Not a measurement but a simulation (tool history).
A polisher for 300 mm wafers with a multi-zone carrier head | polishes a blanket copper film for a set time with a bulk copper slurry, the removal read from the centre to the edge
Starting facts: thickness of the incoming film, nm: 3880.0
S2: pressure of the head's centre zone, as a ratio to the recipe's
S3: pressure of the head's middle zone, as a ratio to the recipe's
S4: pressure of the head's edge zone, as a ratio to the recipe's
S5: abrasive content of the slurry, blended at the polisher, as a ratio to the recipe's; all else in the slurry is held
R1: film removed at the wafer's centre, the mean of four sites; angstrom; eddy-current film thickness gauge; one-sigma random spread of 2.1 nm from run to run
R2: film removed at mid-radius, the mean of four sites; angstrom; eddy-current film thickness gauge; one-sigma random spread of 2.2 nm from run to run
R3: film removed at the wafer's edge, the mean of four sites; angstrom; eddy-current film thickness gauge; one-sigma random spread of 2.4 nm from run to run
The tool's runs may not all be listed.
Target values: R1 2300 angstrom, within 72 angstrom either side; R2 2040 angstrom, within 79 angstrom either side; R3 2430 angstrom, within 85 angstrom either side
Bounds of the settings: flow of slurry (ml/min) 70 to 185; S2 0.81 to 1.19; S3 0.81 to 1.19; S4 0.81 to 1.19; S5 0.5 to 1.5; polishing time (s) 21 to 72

run 1 hour=0 | flow_of_slurry_(ml/min)=120 S2=1 S3=1 S4=1 S5=1 polishing_time_(s)=46 | R1=2751.6 R2=2688.3 R3=2854.6
run 2 hour=0.9 | flow_of_slurry_(ml/min)=105 S2=1 S3=1 S4=1 S5=1 polishing_time_(s)=46 | R1=2657.8 R2=2647.1 R3=2815.7
run 3 hour=6.3 | flow_of_slurry_(ml/min)=100 S2=1 S3=0.96 S4=0.98 S5=0.9 polishing_time_(s)=46 | R1=2573.7 R2=2504.5 R3=2701.6
run 4 hour=10.2 | flow_of_slurry_(ml/min)=120 S2=1 S3=0.96 S4=0.98 S5=0.9 polishing_time_(s)=46 | R1=2646.9 R2=2599.8 R3=2734.7
run 5 hour=17.6 | flow_of_slurry_(ml/min)=110 S2=1.01 S3=0.92 S4=0.98 S5=0.85 polishing_time_(s)=46 | R1=2551.2 R2=2421.9 R3=2699.9
run 6 hour=21.7 | flow_of_slurry_(ml/min)=110 S2=1.05 S3=0.92 S4=0.98 S5=0.85 polishing_time_(s)=46 | R1=2690.6 R2=2356.7 R3=2724.7
run 7 hour=27.3 | flow_of_slurry_(ml/min)=110 S2=1.05 S3=0.92 S4=0.98 S5=0.85 polishing_time_(s)=46 | R1=2640.7 R2=2382.6 R3=2691.9
run 8 hour=34.6 | flow_of_slurry_(ml/min)=105 S2=1.05 S3=0.9 S4=0.97 S5=0.8 polishing_time_(s)=46 | R1=2601.9 R2=2263.5 R3=2587.3

Pick the move, out of 4, that brings all results within their allowed miss; only one does.
run A hour=41.9 | flow_of_slurry_(ml/min)=105 S2=1.13 S3=0.88 S4=0.91 S5=0.8 polishing_time_(s)=46 | R1=? R2=? R3=?
run B hour=41.9 | flow_of_slurry_(ml/min)=95 S2=1.03 S3=0.97 S4=0.95 S5=0.9 polishing_time_(s)=41 | R1=? R2=? R3=?
run C hour=41.9 | flow_of_slurry_(ml/min)=115 S2=1.17 S3=0.81 S4=1.01 S5=0.75 polishing_time_(s)=48 | R1=? R2=? R3=?
run D hour=41.9 | flow_of_slurry_(ml/min)=105 S2=1.02 S3=0.86 S4=1 S5=0.7 polishing_time_(s)=44 | R1=? R2=? R3=?

move=A R1=2767.4 R2=2235.6 R3=2489.6
move=B R1=2295.7 R2=2212.8 R3=2323.8
move=C R1=2970.8 R2=2160.8 R3=2693.1
move=D R1=2279.9 R2=2004.7 R3=2374.5
A: moves away from the targets compared with the last run
B: the worst result of the last run now meets its target, but another is out of spec
C: moves away from the targets compared with the last run
D: all results in spec
D is the move that brings every result within its allowed miss.

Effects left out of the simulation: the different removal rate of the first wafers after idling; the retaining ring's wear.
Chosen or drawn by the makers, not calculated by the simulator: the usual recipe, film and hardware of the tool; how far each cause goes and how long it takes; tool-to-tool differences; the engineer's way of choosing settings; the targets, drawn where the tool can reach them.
